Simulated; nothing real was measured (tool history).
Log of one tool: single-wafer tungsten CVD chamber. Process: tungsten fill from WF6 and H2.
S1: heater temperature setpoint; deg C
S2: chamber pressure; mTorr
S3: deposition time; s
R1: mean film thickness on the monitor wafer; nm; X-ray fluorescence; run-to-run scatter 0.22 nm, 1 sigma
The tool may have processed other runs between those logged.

{"run": 1, "day": 0.0, "S1": 385, "S2": 32400, "S3": 22.5, "R1": 46.99}
{"run": 2, "day": 0.271, "S1": 382, "S2": 32300, "S3": 22.5, "R1": 43.48}
{"run": 3, "day": 0.454, "S1": 382, "S2": 32300, "S3": 22.5, "R1": 43.98}
{"run": 4, "day": 0.688, "S1": 372, "S2": 32300, "S3": 22.5, "R1": 34.311}
{"run": 5, "day": 0.717, "S1": 374, "S2": 32300, "S3": 22.5, "R1": 36.244}
{"run": 6, "day": 0.904, "S1": 374, "S2": 32300, "S3": 21.3, "R1": 34.269}

Estimate the outcome of run 7 from the log above:
{"run": 7, "day": 1.188, "S1": 376, "S2": 32300, "S3": 21.3, "R1": "?"}

{"run 7": {"R1": 36.108}}
